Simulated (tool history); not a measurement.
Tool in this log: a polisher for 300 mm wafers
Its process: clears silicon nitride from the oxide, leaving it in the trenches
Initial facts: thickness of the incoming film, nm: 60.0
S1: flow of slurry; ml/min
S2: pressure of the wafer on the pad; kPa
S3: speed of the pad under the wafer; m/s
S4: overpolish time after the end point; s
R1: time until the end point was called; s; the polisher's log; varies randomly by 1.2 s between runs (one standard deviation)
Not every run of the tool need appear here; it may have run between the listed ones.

| run | hour | S1 | S2 | S3 | S4 | R1 |
|---|---|---|---|---|---|---|
| 1 | 0 | 235 | 13.1 | 0.86 | 11 | 103.71 |
| 2 | 5.2 | 235 | 13.8 | 0.86 | 11 | 94.159 |
| 3 | 12.7 | 235 | 14.5 | 0.86 | 11 | 93.961 |
| 4 | 14 | 235 | 15.2 | 0.88 | 11 | 86.32 |
| 5 | 15 | 235 | 11.7 | 0.88 | 11 | 114.62 |
| 6 | 21.7 | 235 | 12.4 | 0.88 | 11 | 104.12 |
| 7 | 24.3 | 235 | 13.1 | 0.9 | 11 | 99.445 |
| 8 | 31.5 | 235 | 13.8 | 0.9 | 11 | 93.263 |
| 9 | 34.8 | 235 | 13.8 | 0.9 | 11 | 91.93 |
| 10 | 38.2 | 235 | 13.8 | 0.9 | 11 | 91.92 |
| 11 | 39.2 | 235 | 14.5 | 0.9 | 11 | 89.756 |
| 12 | 45.4 | 235 | 15.2 | 0.9 | 11 | 85.097 |
| 13 | 50.3 | 235 | 15.9 | 0.9 | 11 | 84.034 |
| 14 | 57 | 235 | 16.5 | 0.92 | 11 | 76.214 |
| 15 | 58.8 | 235 | 17.2 | 0.92 | 11 | 72.628 |

Predict the results of run 16:
| 16 | 62.2 | 235 | 17.9 | 0.92 | 11 | ? |

Run 16 produced R1 72.247 s.
